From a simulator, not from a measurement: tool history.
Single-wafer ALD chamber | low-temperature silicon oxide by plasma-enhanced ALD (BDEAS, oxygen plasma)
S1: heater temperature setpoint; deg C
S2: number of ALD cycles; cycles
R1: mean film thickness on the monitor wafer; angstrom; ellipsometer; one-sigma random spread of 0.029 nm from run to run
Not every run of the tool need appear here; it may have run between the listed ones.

{"run": 1, "hour": 0.0, "S1": 95, "S2": 45, "R1": 63.983}
{"run": 2, "hour": 5.6, "S1": 90, "S2": 45, "R1": 64.747}
{"run": 3, "hour": 9.4, "S1": 90, "S2": 50, "R1": 71.993}
{"run": 4, "hour": 15.3, "S1": 89, "S2": 51, "R1": 73.454}
{"run": 5, "hour": 21.6, "S1": 83, "S2": 51, "R1": 75.01}
{"run": 6, "hour": 22.8, "S1": 82, "S2": 52, "R1": 76.718}

Run 7 comes next. What will it give?
{"run": 7, "hour": 28.2, "S1": 81, "S2": 52, "R1": "?"}

Logged for run 7: R1 77.026 angstrom.
